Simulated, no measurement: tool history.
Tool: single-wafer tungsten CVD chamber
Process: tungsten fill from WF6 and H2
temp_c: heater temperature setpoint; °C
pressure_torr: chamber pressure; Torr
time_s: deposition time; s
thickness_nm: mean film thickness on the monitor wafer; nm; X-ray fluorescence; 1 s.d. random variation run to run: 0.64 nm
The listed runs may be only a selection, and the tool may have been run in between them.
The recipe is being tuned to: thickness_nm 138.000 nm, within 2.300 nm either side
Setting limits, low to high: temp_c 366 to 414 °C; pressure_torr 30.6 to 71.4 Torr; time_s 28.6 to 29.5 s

run,day,temp_c,pressure_torr,time_s,thickness_nm
1,0.000,390,51.0,28.6,79.787
2,0.042,390,51.0,29.5,82.080
3,0.321,393,51.9,29.5,88.680
4,0.479,396,52.1,29.5,94.459
5,0.846,398,52.3,29.5,98.733
6,0.946,398,52.3,28.6,94.969
7,1.196,400,52.9,28.6,100.910
8,1.408,402,53.0,28.6,104.750
# day 1.508: thermocouple changed; heater temperature recalibrated
9,1.508,404,53.3,28.6,120.100
10,1.629,405,53.3,28.6,122.370
11,1.896,406,53.3,28.6,124.240
12,2.142,408,53.3,28.6,129.340
13,2.458,409,53.3,28.6,131.830

Exactly one of the 5 candidate moves below puts every result within its allowed miss. Which one?
A,2.775,407,58.5,28.6,?
B,2.775,410,56.4,28.6,?
C,2.775,404,52.3,28.8,?
D,2.775,407,51.1,28.9,?
E,2.775,409,45.7,29.5,?

move,thickness_nm
A,132.230
B,137.400
C,119.440
D,125.600
E,126.240
A: an improvement on the last run, though not all results are within tolerance
B: all results land within tolerance of their targets
C: further off than the last run
D: further off than the last run
E: further off than the last run
So the answer is move B, the one that meets all the targets.

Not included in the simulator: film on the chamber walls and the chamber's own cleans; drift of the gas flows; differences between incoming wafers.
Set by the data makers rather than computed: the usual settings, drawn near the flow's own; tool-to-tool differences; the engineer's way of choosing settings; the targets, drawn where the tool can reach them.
